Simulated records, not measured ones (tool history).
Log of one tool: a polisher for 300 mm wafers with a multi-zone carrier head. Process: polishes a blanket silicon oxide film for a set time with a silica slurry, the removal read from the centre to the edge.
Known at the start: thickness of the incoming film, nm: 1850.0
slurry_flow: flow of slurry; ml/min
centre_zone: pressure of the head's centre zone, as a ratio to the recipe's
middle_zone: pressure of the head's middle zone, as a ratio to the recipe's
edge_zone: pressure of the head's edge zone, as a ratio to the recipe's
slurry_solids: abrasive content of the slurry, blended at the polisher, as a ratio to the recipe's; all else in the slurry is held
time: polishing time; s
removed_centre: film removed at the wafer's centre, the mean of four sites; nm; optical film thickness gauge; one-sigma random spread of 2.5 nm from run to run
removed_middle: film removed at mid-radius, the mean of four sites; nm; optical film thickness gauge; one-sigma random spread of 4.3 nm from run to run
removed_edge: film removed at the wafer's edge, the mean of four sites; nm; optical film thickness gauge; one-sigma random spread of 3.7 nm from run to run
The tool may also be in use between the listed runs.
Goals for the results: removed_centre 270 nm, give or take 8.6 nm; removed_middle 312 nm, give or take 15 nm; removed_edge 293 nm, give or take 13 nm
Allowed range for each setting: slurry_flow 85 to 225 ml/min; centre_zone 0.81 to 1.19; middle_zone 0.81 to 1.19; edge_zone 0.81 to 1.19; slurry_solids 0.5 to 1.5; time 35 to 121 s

run 1 hour=0 | slurry_flow=145 centre_zone=1 middle_zone=1 edge_zone=1 slurry_solids=1 time=78 | removed_centre=207 removed_middle=226.19 removed_edge=225.74
run 2 hour=1.8 | slurry_flow=145 centre_zone=1 middle_zone=1 edge_zone=1.07 slurry_solids=1 time=78 | removed_centre=210.35 removed_middle=228.83 removed_edge=227.24
run 3 hour=9.3 | slurry_flow=175 centre_zone=1 middle_zone=1 edge_zone=1.07 slurry_solids=1 time=78 | removed_centre=214.97 removed_middle=234.58 removed_edge=242.11
run 4 hour=13.7 | slurry_flow=185 centre_zone=1.02 middle_zone=1.05 edge_zone=1.08 slurry_solids=1.1 time=78 | removed_centre=240.82 removed_middle=260.36 removed_edge=257.05
run 5 hour=17.8 | slurry_flow=185 centre_zone=1.02 middle_zone=0.98 edge_zone=1.08 slurry_solids=1.1 time=78 | removed_centre=238.94 removed_middle=249.22 removed_edge=254.78
run 6 hour=20.2 | slurry_flow=195 centre_zone=1.02 middle_zone=1.03 edge_zone=1.09 slurry_solids=1.15 time=78 | removed_centre=243.32 removed_middle=270.22 removed_edge=263.22
run 7 hour=25 | slurry_flow=200 centre_zone=1.02 middle_zone=1.04 edge_zone=1.11 slurry_solids=1.2 time=78 | removed_centre=255.77 removed_middle=269.81 removed_edge=276.02
run 8 hour=32.3 | slurry_flow=205 centre_zone=1.01 middle_zone=1.08 edge_zone=1.1 slurry_solids=1.2 time=78 | removed_centre=246.43 removed_middle=282.67 removed_edge=270.95
run 9 hour=35 | slurry_flow=210 centre_zone=1.02 middle_zone=1.1 edge_zone=1.11 slurry_solids=1.25 time=78 | removed_centre=258.88 removed_middle=291.79 removed_edge=275.88
run 10 hour=35.9 | slurry_flow=215 centre_zone=1.02 middle_zone=1.11 edge_zone=1.12 slurry_solids=1.3 time=78 | removed_centre=263.01 removed_middle=300.52 removed_edge=285.84

Which of these 5 next moves meets every target?
run A hour=36.8 | slurry_flow=210 centre_zone=0.99 middle_zone=1.09 edge_zone=1.19 slurry_solids=1.35 time=74 | removed_centre=? removed_middle=? removed_edge=?
run B hour=36.8 | slurry_flow=170 centre_zone=0.97 middle_zone=1.1 edge_zone=1.19 slurry_solids=1.4 time=79 | removed_centre=? removed_middle=? removed_edge=?
run C hour=36.8 | slurry_flow=220 centre_zone=0.88 middle_zone=1.12 edge_zone=1.1 slurry_solids=1.5 time=79 | removed_centre=? removed_middle=? removed_edge=?
run D hour=36.8 | slurry_flow=225 centre_zone=0.99 middle_zone=1.19 edge_zone=1 slurry_solids=1.15 time=82 | removed_centre=? removed_middle=? removed_edge=?
run E hour=36.8 | slurry_flow=215 centre_zone=1.02 middle_zone=1.16 edge_zone=1.15 slurry_solids=1.3 time=80 | removed_centre=? removed_middle=? removed_edge=?

move=A removed_centre=248.19 removed_middle=283.71 removed_edge=282.79
move=B removed_centre=253.77 removed_middle=299.03 removed_edge=299.01
move=C removed_centre=247.23 removed_middle=323.88 removed_edge=307.51
move=D removed_centre=258.07 removed_middle=311.05 removed_edge=274.68
move=E removed_centre=273.13 removed_middle=314.46 removed_edge=297.35
A: misses by more than the last run did
B: misses by more than the last run did
C: misses by more than the last run did
D: misses by more than the last run did
E: hits every target within its allowed miss
Answer: E

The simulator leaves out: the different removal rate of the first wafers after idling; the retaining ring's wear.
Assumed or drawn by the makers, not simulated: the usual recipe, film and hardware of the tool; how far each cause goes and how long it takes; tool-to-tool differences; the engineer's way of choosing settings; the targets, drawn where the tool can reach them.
